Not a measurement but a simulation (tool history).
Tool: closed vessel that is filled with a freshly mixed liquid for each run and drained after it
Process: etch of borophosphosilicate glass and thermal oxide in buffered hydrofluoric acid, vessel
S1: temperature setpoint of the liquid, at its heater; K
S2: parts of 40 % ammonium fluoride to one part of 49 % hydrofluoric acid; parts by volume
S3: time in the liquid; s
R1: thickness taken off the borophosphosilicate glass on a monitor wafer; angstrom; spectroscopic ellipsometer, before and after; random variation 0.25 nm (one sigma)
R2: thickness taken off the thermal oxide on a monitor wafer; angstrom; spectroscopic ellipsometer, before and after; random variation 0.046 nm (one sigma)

run 1 day=0.000 | S1=297.15 S2=18.5 S3=60 | R1=990.58 R2=329.52
run 2 day=0.104 | S1=297.15 S2=18.5 S3=45 | R1=730.31 R2=248.07
run 3 day=0.317 | S1=295.65 S2=20.5 S3=45 | R1=622.14 R2=208.89
run 4 day=0.433 | S1=295.65 S2=24.5 S3=45 | R1=544.68 R2=184.00
run 5 day=0.683 | S1=294.15 S2=25.5 S3=45 | R1=493.42 R2=164.39
-- day=0.975 thermometer replaced
run 6 day=0.975 | S1=291.15 S2=25.5 S3=45 | R1=384.24 R2=130.65
run 7 day=1.342 | S1=291.15 S2=26.0 S3=45 | R1=383.06 R2=128.81
run 8 day=1.512 | S1=291.15 S2=26.0 S3=45 | R1=377.88 R2=127.97
run 9 day=1.867 | S1=291.15 S2=26.5 S3=45 | R1=377.16 R2=126.69
run 10 day=2.208 | S1=291.15 S2=27.0 S3=45 | R1=375.39 R2=124.16
run 11 day=2.396 | S1=290.65 S2=27.0 S3=45 | R1=364.23 R2=121.62

Forecast run 12:
run 12 day=2.688 | S1=290.65 S2=27.0 S3=45 | R1=? R2=?

{"run 12": {"R1": 365.93, "R2": 121.21}}

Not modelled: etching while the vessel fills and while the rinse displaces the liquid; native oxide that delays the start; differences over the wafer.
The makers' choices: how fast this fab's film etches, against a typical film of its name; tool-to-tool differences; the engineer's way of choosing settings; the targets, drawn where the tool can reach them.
